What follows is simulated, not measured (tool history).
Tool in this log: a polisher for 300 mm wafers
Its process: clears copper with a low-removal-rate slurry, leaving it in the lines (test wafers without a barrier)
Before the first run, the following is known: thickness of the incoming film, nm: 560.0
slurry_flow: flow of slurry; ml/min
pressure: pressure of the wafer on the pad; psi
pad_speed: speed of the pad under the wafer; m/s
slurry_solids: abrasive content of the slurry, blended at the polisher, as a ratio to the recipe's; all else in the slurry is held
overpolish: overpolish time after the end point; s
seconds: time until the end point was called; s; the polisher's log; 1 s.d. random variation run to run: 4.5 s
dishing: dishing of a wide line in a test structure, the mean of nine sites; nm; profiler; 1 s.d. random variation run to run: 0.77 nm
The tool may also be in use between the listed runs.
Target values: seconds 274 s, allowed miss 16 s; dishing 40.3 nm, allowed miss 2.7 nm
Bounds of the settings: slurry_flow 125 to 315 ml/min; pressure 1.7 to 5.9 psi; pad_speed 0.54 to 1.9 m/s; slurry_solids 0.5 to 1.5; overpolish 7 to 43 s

| run | day | slurry_flow | pressure | pad_speed | slurry_solids | overpolish | seconds | dishing |
|---|---|---|---|---|---|---|---|---|
| 1 | 0 | 205 | 3.8 | 1.22 | 1 | 22 | 142.46 | 46.748 |
| 2 | 0.329 | 205 | 3.6 | 1.2 | 1 | 23 | 150.59 | 46.234 |
| 3 | 0.7 | 205 | 3.4 | 1.18 | 1 | 24 | 164.5 | 43.3 |
| 4 | 0.779 | 205 | 3.4 | 0.94 | 1 | 24 | 202.03 | 37.713 |
| 5 | 1.092 | 205 | 3.3 | 0.94 | 1 | 25 | 199.88 | 36.661 |
| 6 | 1.233 | 205 | 3.2 | 0.94 | 1 | 27 | 212.79 | 39.455 |
| 7 | 1.338 | 205 | 2.3 | 0.92 | 1 | 32 | 288.65 | 34.78 |
| 8 | 1.558 | 205 | 2.4 | 0.92 | 1 | 34 | 282.53 | 37.14 |

Consider the 5 candidate settings below. Which is the only one whose results all fall within their allowed miss of target?
| A | 1.779 | 220 | 3.2 | 0.72 | 0.8 | 36 | ? | ? |
| B | 1.779 | 180 | 2.4 | 1.34 | 0.8 | 31 | ? | ? |
| C | 1.779 | 200 | 2.5 | 1 | 1.1 | 41 | ? | ? |
| D | 1.779 | 210 | 2.4 | 0.88 | 1.2 | 43 | ? | ? |
| E | 1.779 | 225 | 2.8 | 1 | 0.95 | 36 | ? | ? |

| move | seconds | dishing |
|---|---|---|
| A | 278.05 | 40.703 |
| B | 220.73 | 42.402 |
| C | 245.95 | 48.049 |
| D | 276.46 | 45.621 |
| E | 227.03 | 46.845 |
A: every result lands within tolerance
B: the worst result of the last run now meets its target, but another is out of spec
C: takes the result that was furthest off past its target
D: takes the result that was furthest off past its target
E: takes the result that was furthest off past its target
So the answer is move A, the one that meets all the targets.

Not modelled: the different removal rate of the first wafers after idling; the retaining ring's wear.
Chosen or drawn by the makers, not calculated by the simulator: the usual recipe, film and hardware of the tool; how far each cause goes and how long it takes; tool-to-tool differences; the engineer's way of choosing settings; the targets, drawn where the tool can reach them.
